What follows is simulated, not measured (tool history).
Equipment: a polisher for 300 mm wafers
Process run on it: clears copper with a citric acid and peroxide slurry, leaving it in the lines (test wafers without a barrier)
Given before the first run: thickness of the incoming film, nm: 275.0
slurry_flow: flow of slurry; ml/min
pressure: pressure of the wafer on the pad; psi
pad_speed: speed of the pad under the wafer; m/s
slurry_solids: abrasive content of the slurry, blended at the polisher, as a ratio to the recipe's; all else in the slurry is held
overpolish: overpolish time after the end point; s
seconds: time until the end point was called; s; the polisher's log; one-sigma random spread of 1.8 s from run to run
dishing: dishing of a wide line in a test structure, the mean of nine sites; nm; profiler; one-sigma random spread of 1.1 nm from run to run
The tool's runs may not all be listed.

run,day,slurry_flow,pressure,pad_speed,slurry_solids,overpolish,seconds,dishing
1,0.000,255,3.9,1.06,1.0,25,85.740,56.302
2,0.046,235,3.9,1.06,1.0,25,84.711,54.833
3,0.142,235,3.9,1.06,1.0,17,84.975,40.780
4,0.392,235,3.9,1.26,1.0,17,72.503,46.167
5,0.438,235,3.9,1.26,1.2,17,68.249,51.138
6,0.808,235,3.6,1.22,1.2,19,74.777,49.750
7,1.004,235,3.3,1.18,1.2,21,82.109,49.572
8,1.029,235,3.1,1.14,1.2,22,89.224,49.104
9,1.133,235,2.9,1.12,1.2,23,94.819,48.269
10,1.367,235,2.7,1.10,1.2,24,100.490,48.381
11,1.504,235,2.6,1.08,1.2,25,105.390,46.119
12,1.629,235,2.5,1.08,1.2,26,107.470,46.515
13,1.808,235,2.4,1.08,1.2,27,108.680,47.334

Run 14 comes next. What will it give?
14,2.054,235,2.3,1.06,1.2,28,?,?

{"run 14": {"seconds": 117.14, "dishing": 46.429}}
